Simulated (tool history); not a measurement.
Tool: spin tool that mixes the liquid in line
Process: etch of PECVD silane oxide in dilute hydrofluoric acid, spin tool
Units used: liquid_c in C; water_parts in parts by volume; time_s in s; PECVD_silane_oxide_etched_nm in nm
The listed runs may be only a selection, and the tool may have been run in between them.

run	hour	liquid_c	water_parts	time_s	PECVD_silane_oxide_etched_nm
1	0.0	24.0	230	35	3.6462
2	4.8	25.5	210	35	4.2122
3	7.9	27.0	195	35	4.9051
4	16.1	30.0	195	35	5.4164
5	20.5	30.0	225	35	4.5835
6	21.3	30.0	195	35	5.5101
7	28.8	30.5	185	35	5.9299
8	30.7	30.5	185	35	5.9093
9	34.4	30.5	185	35	6.0031
10	42.0	30.5	185	35	5.8863
11	45.9	31.0	180	35	6.2476
12	46.7	31.0	175	35	6.4378

What does the tool deliver on the next run?
13	55.5	31.0	170	35	?

{"run 13": {"PECVD_silane_oxide_etched_nm": 6.6611}}

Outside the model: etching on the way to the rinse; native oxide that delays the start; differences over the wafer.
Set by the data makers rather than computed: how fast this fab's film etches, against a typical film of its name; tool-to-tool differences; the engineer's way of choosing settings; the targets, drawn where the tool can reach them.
